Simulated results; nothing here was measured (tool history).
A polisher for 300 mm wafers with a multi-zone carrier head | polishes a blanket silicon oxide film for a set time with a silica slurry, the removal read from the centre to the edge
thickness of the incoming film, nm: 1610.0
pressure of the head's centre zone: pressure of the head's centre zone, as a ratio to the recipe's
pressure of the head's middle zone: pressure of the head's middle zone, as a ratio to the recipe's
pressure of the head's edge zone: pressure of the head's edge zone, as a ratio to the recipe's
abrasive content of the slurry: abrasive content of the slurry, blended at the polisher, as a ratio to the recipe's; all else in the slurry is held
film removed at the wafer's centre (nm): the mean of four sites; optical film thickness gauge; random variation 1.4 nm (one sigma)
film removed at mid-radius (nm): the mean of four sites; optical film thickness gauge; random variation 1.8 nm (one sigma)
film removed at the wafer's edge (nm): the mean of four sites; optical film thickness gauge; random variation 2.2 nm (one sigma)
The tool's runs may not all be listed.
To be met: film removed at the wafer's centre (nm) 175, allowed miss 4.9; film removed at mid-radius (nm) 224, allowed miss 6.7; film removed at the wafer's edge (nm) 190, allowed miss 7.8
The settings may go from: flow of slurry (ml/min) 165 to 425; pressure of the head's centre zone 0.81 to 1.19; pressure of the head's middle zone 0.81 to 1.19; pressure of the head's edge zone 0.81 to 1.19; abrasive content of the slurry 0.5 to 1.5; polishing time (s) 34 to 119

| run | hour | flow of slurry (ml/min) | pressure of the head's centre zone | pressure of the head's middle zone | pressure of the head's edge zone | abrasive content of the slurry | polishing time (s) | film removed at the wafer's centre (nm) | film removed at mid-radius (nm) | film removed at the wafer's edge (nm) |
|---|---|---|---|---|---|---|---|---|---|---|
| 1 | 0 | 275 | 1 | 1 | 1 | 1 | 76 | 204.09 | 197.92 | 201.52 |
| 2 | 6.5 | 270 | 0.98 | 1.02 | 0.99 | 1 | 76 | 200.11 | 199.99 | 199.74 |
| 3 | 13.3 | 270 | 0.98 | 1.02 | 1.03 | 1 | 76 | 197.43 | 200.09 | 202.33 |
| 4 | 18.4 | 270 | 0.98 | 1.02 | 1.03 | 1 | 60 | 155.36 | 159.5 | 162.24 |
| 5 | 25.4 | 270 | 1.06 | 1.02 | 1.03 | 1 | 60 | 169.68 | 157.88 | 161.02 |
| 6 | 28 | 280 | 1.04 | 1.05 | 1.03 | 1.05 | 60 | 170.96 | 164.62 | 166.31 |
| 7 | 31 | 280 | 1.01 | 1.07 | 1 | 1.1 | 60 | 168.05 | 174.26 | 163.66 |
| 8 | 39.7 | 285 | 1 | 1.09 | 1.01 | 1.15 | 60 | 170.79 | 177.5 | 165.18 |

4 next moves are on the table. One of them brings every result within its allowed miss. Which?
| A | 48.4 | 330 | 0.82 | 1.19 | 0.96 | 1.1 | 70 | ? | ? | ? |
| B | 48.4 | 285 | 0.95 | 1.1 | 1.12 | 1.05 | 72 | ? | ? | ? |
| C | 48.4 | 265 | 0.96 | 1.19 | 0.88 | 1.1 | 66 | ? | ? | ? |
| D | 48.4 | 270 | 0.88 | 1.19 | 0.94 | 1.05 | 73 | ? | ? | ? |

| move | film removed at the wafer's centre (nm) | film removed at mid-radius (nm) | film removed at the wafer's edge (nm) |
|---|---|---|---|
| A | 160.3 | 224.41 | 194.24 |
| B | 184.93 | 209.87 | 209.65 |
| C | 173.42 | 207.4 | 173.33 |
| D | 172.71 | 225.52 | 194.15 |
A: brings the result that was furthest off to its target, and leaves another outside
B: nearer than the last run, and not there yet
C: nearer than the last run, and not there yet
D: meets every target
Move D is the one to make.

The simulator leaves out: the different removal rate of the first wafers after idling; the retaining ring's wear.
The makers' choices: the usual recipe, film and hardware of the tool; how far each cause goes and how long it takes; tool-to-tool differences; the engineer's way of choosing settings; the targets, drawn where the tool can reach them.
